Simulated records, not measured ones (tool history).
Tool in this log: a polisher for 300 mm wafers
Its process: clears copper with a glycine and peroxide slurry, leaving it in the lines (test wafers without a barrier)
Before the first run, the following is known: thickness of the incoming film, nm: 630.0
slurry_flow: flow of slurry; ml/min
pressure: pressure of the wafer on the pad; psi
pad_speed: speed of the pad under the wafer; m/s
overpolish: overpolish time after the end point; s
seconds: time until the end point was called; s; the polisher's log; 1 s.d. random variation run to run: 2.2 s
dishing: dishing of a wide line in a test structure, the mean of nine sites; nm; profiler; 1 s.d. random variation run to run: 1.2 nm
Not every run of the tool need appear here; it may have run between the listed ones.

run  hour  slurry_flow  pressure  pad_speed  overpolish  seconds  dishing
  1   0.0          145       2.7       1.04          16   121.36   49.306
  2   5.4          145       3.3       1.04          16   110.19   57.947
  3  10.2          145       3.3       1.04          13   107.18   47.971
  4  14.6          160       3.3       1.04          13   102.39   48.824
  5  15.8          160       3.3       1.04          15   105.78   55.300
  6  22.9          180       3.3       1.04          15   107.20   56.000
  7  23.9          180       3.3       1.04          15   104.08   55.634
  8  29.7          180       3.4       1.02          17   102.98   64.100
  9  33.1          165       3.4       0.94          24   111.82   77.126

Run 10 has not been measured yet. What should we expect?
 10  38.4          165       3.4       0.94          25        ?        ?

{"run 10": {"seconds": 109.88, "dishing": 77.083}}
